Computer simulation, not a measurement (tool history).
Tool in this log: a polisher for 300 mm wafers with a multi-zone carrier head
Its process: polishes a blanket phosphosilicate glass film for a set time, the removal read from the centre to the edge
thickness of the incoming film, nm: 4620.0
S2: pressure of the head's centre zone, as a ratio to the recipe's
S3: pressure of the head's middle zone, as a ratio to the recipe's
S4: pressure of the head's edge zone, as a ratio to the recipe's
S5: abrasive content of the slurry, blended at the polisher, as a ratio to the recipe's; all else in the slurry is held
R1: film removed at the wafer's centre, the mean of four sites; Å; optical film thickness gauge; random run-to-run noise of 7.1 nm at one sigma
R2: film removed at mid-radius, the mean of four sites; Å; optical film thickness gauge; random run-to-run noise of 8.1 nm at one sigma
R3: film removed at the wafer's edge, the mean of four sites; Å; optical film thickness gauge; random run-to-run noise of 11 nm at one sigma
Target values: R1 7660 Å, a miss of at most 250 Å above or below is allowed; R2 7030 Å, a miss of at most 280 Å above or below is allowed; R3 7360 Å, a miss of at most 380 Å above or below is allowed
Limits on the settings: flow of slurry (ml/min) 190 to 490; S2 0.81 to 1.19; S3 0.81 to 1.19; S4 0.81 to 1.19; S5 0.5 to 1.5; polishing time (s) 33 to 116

{"run": 1, "day": 0.0, "flow of slurry (ml/min)": 315, "S2": 1, "S3": 1, "S4": 1, "S5": 1, "polishing time (s)": 74, "R1": 6022.3, "R2": 6262.1, "R3": 5999.2}
{"run": 2, "day": 0.104, "flow of slurry (ml/min)": 280, "S2": 1, "S3": 1, "S4": 1, "S5": 1, "polishing time (s)": 74, "R1": 6062.9, "R2": 6072.3, "R3": 6160.5}
{"run": 3, "day": 0.358, "flow of slurry (ml/min)": 280, "S2": 1, "S3": 1, "S4": 1, "S5": 0.9, "polishing time (s)": 74, "R1": 5820.3, "R2": 6063.8, "R3": 5847.1}
{"run": 4, "day": 0.458, "flow of slurry (ml/min)": 280, "S2": 1.07, "S3": 1, "S4": 1, "S5": 0.9, "polishing time (s)": 74, "R1": 6172.9, "R2": 5924.1, "R3": 5873.8}
{"run": 5, "day": 0.838, "flow of slurry (ml/min)": 275, "S2": 1.08, "S3": 1.02, "S4": 1.02, "S5": 1, "polishing time (s)": 74, "R1": 6575.8, "R2": 6194.2, "R3": 6100.2}
{"run": 6, "day": 1.088, "flow of slurry (ml/min)": 275, "S2": 1.08, "S3": 1.02, "S4": 1.02, "S5": 1.2, "polishing time (s)": 74, "R1": 6909.4, "R2": 6606.1, "R3": 6541.2}
{"run": 7, "day": 1.233, "flow of slurry (ml/min)": 270, "S2": 1.09, "S3": 1.02, "S4": 1.04, "S5": 1.25, "polishing time (s)": 74, "R1": 7127.7, "R2": 6777, "R3": 6674.9}
{"run": 8, "day": 1.321, "flow of slurry (ml/min)": 260, "S2": 1.09, "S3": 1.01, "S4": 1.06, "S5": 1.3, "polishing time (s)": 74, "R1": 7153.2, "R2": 6641, "R3": 6709.7}

Which one of the following 5 next-run settings gets every result inside its allowed miss? There is exactly one.
{"run": "A", "day": 1.408, "flow of slurry (ml/min)": 225, "S2": 1.14, "S3": 0.94, "S4": 1.05, "S5": 1.2, "polishing time (s)": 85, "R1": "?", "R2": "?", "R3": "?"}
{"run": "B", "day": 1.408, "flow of slurry (ml/min)": 285, "S2": 1.05, "S3": 1.11, "S4": 1.03, "S5": 1.45, "polishing time (s)": 79, "R1": "?", "R2": "?", "R3": "?"}
{"run": "C", "day": 1.408, "flow of slurry (ml/min)": 240, "S2": 1.19, "S3": 1.11, "S4": 1.12, "S5": 1.2, "polishing time (s)": 82, "R1": "?", "R2": "?", "R3": "?"}
{"run": "D", "day": 1.408, "flow of slurry (ml/min)": 250, "S2": 1.07, "S3": 0.96, "S4": 1.08, "S5": 1.3, "polishing time (s)": 81, "R1": "?", "R2": "?", "R3": "?"}
{"run": "E", "day": 1.408, "flow of slurry (ml/min)": 260, "S2": 1.07, "S3": 1.04, "S4": 1, "S5": 1.35, "polishing time (s)": 75, "R1": "?", "R2": "?", "R3": "?"}

move=A R1=8288.4 R2=7004.3 R3=7481.2
move=B R1=7735.5 R2=7672.5 R3=7453.1
move=C R1=8419.4 R2=7369.9 R3=7423
move=D R1=7698.3 R2=6995.3 R3=7452.2
move=E R1=7247.4 R2=6837.3 R3=6805.4
A: moves the result that the last run missed by most past its target, out the other side
B: gets the furthest-off result to its target, but another result is out of tolerance
C: moves the result that the last run missed by most past its target, out the other side
D: all results land within tolerance of their targets
E: closer than the last run, but not yet in spec
Move D is the one to make.
